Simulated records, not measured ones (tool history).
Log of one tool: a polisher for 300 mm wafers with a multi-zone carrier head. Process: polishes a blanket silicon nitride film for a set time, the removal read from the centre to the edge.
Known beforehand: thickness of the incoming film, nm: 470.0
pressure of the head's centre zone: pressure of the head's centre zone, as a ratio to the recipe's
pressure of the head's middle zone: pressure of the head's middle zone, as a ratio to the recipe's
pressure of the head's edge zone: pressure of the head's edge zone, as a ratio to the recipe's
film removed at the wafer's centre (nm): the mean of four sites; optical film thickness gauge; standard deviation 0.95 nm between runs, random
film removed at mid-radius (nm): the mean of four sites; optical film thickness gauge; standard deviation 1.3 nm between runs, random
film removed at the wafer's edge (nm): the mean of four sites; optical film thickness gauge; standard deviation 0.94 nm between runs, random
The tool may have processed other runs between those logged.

| run | hour | flow of slurry (ml/min) | pressure of the head's centre zone | pressure of the head's middle zone | pressure of the head's edge zone | polishing time (s) | film removed at the wafer's centre (nm) | film removed at mid-radius (nm) | film removed at the wafer's edge (nm) |
|---|---|---|---|---|---|---|---|---|---|
| 1 | 0.0 | 280 | 1.00 | 1.00 | 1.00 | 76 | 135.910 | 128.780 | 133.27 |
| 2 | 2.4 | 280 | 1.00 | 1.04 | 1.00 | 76 | 135.340 | 133.600 | 132.94 |
| 3 | 4.0 | 280 | 1.00 | 1.04 | 0.96 | 76 | 134.020 | 131.630 | 132.80 |
| 4 | 6.8 | 280 | 1.00 | 1.04 | 0.96 | 91 | 161.530 | 156.020 | 158.49 |
| 5 | 7.9 | 280 | 1.00 | 1.04 | 0.99 | 91 | 160.920 | 156.950 | 158.36 |
| 6 | 13.6 | 270 | 0.96 | 0.99 | 0.99 | 86 | 145.910 | 140.930 | 152.57 |
| 7 | 17.9 | 240 | 0.86 | 0.89 | 0.91 | 64 | 94.571 | 98.993 | 106.29 |
| 8 | 22.1 | 250 | 0.86 | 0.88 | 0.95 | 64 | 96.751 | 95.781 | 109.81 |
| 9 | 25.7 | 260 | 0.86 | 0.89 | 0.97 | 64 | 96.039 | 99.164 | 108.66 |
| 10 | 33.4 | 250 | 0.86 | 0.88 | 0.99 | 65 | 96.212 | 97.395 | 113.91 |
| 11 | 40.9 | 255 | 0.87 | 0.88 | 1.00 | 65 | 100.350 | 98.553 | 112.57 |
| 12 | 42.2 | 250 | 0.86 | 0.88 | 1.02 | 65 | 99.548 | 98.599 | 115.24 |

Forecast run 13:
| 13 | 44.2 | 250 | 0.86 | 0.88 | 1.03 | 65 | ? | ? | ? |

{"run 13": {"film removed at the wafer's centre (nm)": 98.35, "film removed at mid-radius (nm)": 97.057, "film removed at the wafer's edge (nm)": 116.24}}
